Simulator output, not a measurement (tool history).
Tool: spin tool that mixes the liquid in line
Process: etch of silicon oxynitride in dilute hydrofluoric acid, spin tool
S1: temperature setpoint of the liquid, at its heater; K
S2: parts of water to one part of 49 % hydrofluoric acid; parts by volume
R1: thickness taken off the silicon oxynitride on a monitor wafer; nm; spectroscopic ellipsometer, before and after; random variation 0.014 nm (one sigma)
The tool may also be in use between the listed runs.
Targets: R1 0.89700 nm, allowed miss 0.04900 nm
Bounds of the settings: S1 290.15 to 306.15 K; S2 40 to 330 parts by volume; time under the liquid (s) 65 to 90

{"run": 1, "day": 0.0, "S1": 298.15, "S2": 185, "time under the liquid (s)": 90, "R1": 0.61638}
{"run": 2, "day": 0.338, "S1": 299.15, "S2": 185, "time under the liquid (s)": 90, "R1": 0.64426}
{"run": 3, "day": 0.388, "S1": 299.15, "S2": 185, "time under the liquid (s)": 90, "R1": 0.64984}
{"run": 4, "day": 0.512, "S1": 300.15, "S2": 185, "time under the liquid (s)": 90, "R1": 0.6619}
{"run": 5, "day": 0.642, "S1": 300.65, "S2": 180, "time under the liquid (s)": 90, "R1": 0.70943}
{"run": 6, "day": 0.671, "S1": 301.15, "S2": 180, "time under the liquid (s)": 90, "R1": 0.71587}
{"run": 7, "day": 0.808, "S1": 301.65, "S2": 180, "time under the liquid (s)": 90, "R1": 0.73982}
{"run": 8, "day": 0.925, "S1": 302.15, "S2": 180, "time under the liquid (s)": 90, "R1": 0.76543}
{"run": 9, "day": 1.112, "S1": 302.65, "S2": 180, "time under the liquid (s)": 90, "R1": 0.74753}
{"run": 10, "day": 1.254, "S1": 303.15, "S2": 175, "time under the liquid (s)": 90, "R1": 0.80977}

5 next moves are on the table. One of them brings every result within its allowed miss. Which?
{"run": "A", "day": 1.396, "S1": 301.65, "S2": 170, "time under the liquid (s)": 90, "R1": "?"}
{"run": "B", "day": 1.396, "S1": 305.15, "S2": 185, "time under the liquid (s)": 90, "R1": "?"}
{"run": "C", "day": 1.396, "S1": 302.15, "S2": 185, "time under the liquid (s)": 90, "R1": "?"}
{"run": "D", "day": 1.396, "S1": 302.15, "S2": 145, "time under the liquid (s)": 85, "R1": "?"}
{"run": "E", "day": 1.396, "S1": 304.65, "S2": 170, "time under the liquid (s)": 75, "R1": "?"}

move=A R1=0.77802
move=B R1=0.81778
move=C R1=0.72079
move=D R1=0.90081
move=E R1=0.73698
A: further off than the last run
B: nearer than the last run, and not there yet
C: further off than the last run
D: meets every target
E: further off than the last run
Answer: D
